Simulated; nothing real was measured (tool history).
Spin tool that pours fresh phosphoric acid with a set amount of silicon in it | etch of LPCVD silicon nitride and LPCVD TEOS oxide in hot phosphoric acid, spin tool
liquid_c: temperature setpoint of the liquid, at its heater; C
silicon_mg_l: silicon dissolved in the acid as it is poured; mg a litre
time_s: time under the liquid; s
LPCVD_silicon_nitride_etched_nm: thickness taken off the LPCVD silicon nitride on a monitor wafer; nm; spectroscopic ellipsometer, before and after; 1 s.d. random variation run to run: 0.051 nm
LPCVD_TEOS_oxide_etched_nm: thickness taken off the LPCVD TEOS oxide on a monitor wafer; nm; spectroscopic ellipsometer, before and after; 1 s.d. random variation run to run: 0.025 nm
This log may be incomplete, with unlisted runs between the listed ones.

run    day  liquid_c  silicon_mg_l  time_s  LPCVD_silicon_nitride_etched_nm  LPCVD_TEOS_oxide_etched_nm
  1  0.000     163.0          15.5     100                           9.4607                     0.56993
  2  0.362     164.0          15.5     100                           9.6931                     0.69047
  3  0.588     164.0          15.5      75                           7.2944                     0.43904
  4  0.654     162.5          15.5      75                           6.9963                     0.45520
  5  0.842     162.5          10.0      75                           6.9531                     0.47526
  6  1.196     162.5          10.0      55                           5.1289                     0.38573
  7  1.242     165.0          20.0     105                          10.5200                     0.67034
  8  1.367     165.0          23.0     105                          10.5980                     0.60387
  9  1.696     165.0          24.5     105                          10.5680                     0.54798

Run 10 has not been measured yet. What should we expect?
 10  1.858     165.0          25.0     105                                ?                           ?

{"run 10": {"LPCVD_silicon_nitride_etched_nm": 10.601, "LPCVD_TEOS_oxide_etched_nm": 0.5467}}
